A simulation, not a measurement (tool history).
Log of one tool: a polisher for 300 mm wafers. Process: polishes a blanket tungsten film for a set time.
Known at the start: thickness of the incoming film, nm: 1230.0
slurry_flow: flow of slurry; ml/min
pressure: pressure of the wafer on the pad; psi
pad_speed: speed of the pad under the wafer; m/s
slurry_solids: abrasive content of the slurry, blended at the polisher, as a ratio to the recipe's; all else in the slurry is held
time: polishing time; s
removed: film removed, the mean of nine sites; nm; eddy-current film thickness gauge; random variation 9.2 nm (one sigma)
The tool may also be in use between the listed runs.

run  hour  slurry_flow  pressure  pad_speed  slurry_solids  time  removed
  1     0          225       3.9       1.42              1    79   444.86
  2   5.3          225       4.2       1.42              1    79   480.95
  3    12          225       4.2       1.62              1    79   539.01
  4  18.9          200       4.2       1.62              1    79   534.46
  5  23.8          170       4.2       1.62              1    79   527.12
  6  28.9          170       4.2       1.28              1    79   424.41
  7  31.3          170       4.2       1.28              1    79   425.65
  8    39          170       4.5        1.3              1    79   457.45

Forecast run 9:
  9    41          170       4.8       1.34              1    79        ?

removed: 499.71 nm

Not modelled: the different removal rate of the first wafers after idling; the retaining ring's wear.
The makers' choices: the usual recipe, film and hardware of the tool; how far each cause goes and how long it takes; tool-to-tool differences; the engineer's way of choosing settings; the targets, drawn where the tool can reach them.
